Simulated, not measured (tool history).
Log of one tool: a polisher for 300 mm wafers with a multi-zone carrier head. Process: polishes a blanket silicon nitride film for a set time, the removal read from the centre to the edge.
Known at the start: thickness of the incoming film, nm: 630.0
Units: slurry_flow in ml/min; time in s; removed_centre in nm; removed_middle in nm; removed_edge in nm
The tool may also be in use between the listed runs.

run  hour  slurry_flow  centre_zone  middle_zone  edge_zone  time  removed_centre  removed_middle  removed_edge
  1   0.0          265         1.00         1.00       1.00    68          161.27          160.98        155.72
  2   6.4          265         1.07         1.00       1.00    68          171.51          159.92        155.40
  3   9.8          265         1.07         1.00       1.02    70          178.72          165.09        162.34
  4  13.7          265         1.11         1.00       1.02    70          183.54          164.46        164.02
  5  16.1          265         1.11         1.06       1.02    70          182.29          170.30        158.55
  6  20.9          270         1.10         1.05       1.04    71          180.76          173.14        163.05
  7  27.6          275         1.10         1.04       1.06    72          184.53          174.10        174.71

The next listed run, before its measurement:
  8  31.0          340         1.16         1.09       1.16    75               ?               ?             ?

{"run 8": {"removed_centre": 210.26, "removed_middle": 192.28, "removed_edge": 192.4}}
